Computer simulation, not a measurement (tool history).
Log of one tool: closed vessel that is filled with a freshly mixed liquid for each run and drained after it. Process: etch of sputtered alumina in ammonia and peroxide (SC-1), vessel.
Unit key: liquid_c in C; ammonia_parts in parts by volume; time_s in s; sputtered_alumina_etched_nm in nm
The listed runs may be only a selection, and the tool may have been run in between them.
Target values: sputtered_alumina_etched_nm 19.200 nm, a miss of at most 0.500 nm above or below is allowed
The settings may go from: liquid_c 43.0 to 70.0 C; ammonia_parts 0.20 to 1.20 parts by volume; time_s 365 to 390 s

{"run": 1, "hour": 0.0, "liquid_c": 59.0, "ammonia_parts": 0.9, "time_s": 365, "sputtered_alumina_etched_nm": 32.301}
{"run": 2, "hour": 2.4, "liquid_c": 56.5, "ammonia_parts": 0.9, "time_s": 365, "sputtered_alumina_etched_nm": 28.335}
{"run": 3, "hour": 11.6, "liquid_c": 56.5, "ammonia_parts": 1.0, "time_s": 365, "sputtered_alumina_etched_nm": 28.452}
{"run": 4, "hour": 12.7, "liquid_c": 54.5, "ammonia_parts": 1.0, "time_s": 365, "sputtered_alumina_etched_nm": 25.637}
{"run": 5, "hour": 19.0, "liquid_c": 53.0, "ammonia_parts": 1.0, "time_s": 365, "sputtered_alumina_etched_nm": 23.736}
{"run": 6, "hour": 26.3, "liquid_c": 52.0, "ammonia_parts": 1.0, "time_s": 365, "sputtered_alumina_etched_nm": 22.365}
{"run": 7, "hour": 34.2, "liquid_c": 51.0, "ammonia_parts": 1.0, "time_s": 365, "sputtered_alumina_etched_nm": 21.262}
{"run": 8, "hour": 39.6, "liquid_c": 51.0, "ammonia_parts": 1.0, "time_s": 365, "sputtered_alumina_etched_nm": 21.222}
{"run": 9, "hour": 43.9, "liquid_c": 48.5, "ammonia_parts": 1.0, "time_s": 365, "sputtered_alumina_etched_nm": 18.461}

Below are 5 possible settings for the next run. Only one of them brings all results inside the allowed miss of their targets. Which is it?
{"run": "A", "hour": 48.2, "liquid_c": 49.0, "ammonia_parts": 1.15, "time_s": 390, "sputtered_alumina_etched_nm": "?"}
{"run": "B", "hour": 48.2, "liquid_c": 49.0, "ammonia_parts": 1.2, "time_s": 365, "sputtered_alumina_etched_nm": "?"}
{"run": "C", "hour": 48.2, "liquid_c": 50.5, "ammonia_parts": 1.1, "time_s": 365, "sputtered_alumina_etched_nm": "?"}
{"run": "D", "hour": 48.2, "liquid_c": 47.0, "ammonia_parts": 0.95, "time_s": 370, "sputtered_alumina_etched_nm": "?"}
{"run": "E", "hour": 48.2, "liquid_c": 47.5, "ammonia_parts": 1.2, "time_s": 365, "sputtered_alumina_etched_nm": "?"}

move=A sputtered_alumina_etched_nm=20.608
move=B sputtered_alumina_etched_nm=19.366
move=C sputtered_alumina_etched_nm=20.860
move=D sputtered_alumina_etched_nm=17.173
move=E sputtered_alumina_etched_nm=17.815
A: pushes the last run's worst result past its target
B: every result lands within tolerance
C: pushes the last run's worst result past its target
D: the biggest miss grows against the last run
E: the biggest miss grows against the last run
Move B is the one to make.
